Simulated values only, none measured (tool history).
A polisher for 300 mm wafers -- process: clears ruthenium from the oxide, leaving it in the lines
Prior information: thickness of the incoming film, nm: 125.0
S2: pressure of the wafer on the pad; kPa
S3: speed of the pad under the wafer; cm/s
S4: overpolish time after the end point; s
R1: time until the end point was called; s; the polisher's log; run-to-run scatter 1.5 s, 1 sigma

run 1 hour=0 | flow_of_slurry_(ml/min)=170 S2=16.5 S3=122 S4=7 | R1=66.487
run 2 hour=2 | flow_of_slurry_(ml/min)=155 S2=16.5 S3=122 S4=7 | R1=67.728
run 3 hour=8.6 | flow_of_slurry_(ml/min)=155 S2=15.2 S3=122 S4=7 | R1=73.168
run 4 hour=14.5 | flow_of_slurry_(ml/min)=155 S2=13.8 S3=120 S4=7 | R1=81.51
run 5 hour=17.6 | flow_of_slurry_(ml/min)=155 S2=13.1 S3=120 S4=7 | R1=86.662
run 6 hour=18.3 | flow_of_slurry_(ml/min)=155 S2=12.4 S3=120 S4=7 | R1=89.504
run 7 hour=25.7 | flow_of_slurry_(ml/min)=155 S2=11.7 S3=120 S4=7 | R1=92.649

Expected results for the next run?
run 8 hour=28.5 | flow_of_slurry_(ml/min)=155 S2=11 S3=120 S4=7 | R1=?

{"run 8": {"R1": 102.34}}

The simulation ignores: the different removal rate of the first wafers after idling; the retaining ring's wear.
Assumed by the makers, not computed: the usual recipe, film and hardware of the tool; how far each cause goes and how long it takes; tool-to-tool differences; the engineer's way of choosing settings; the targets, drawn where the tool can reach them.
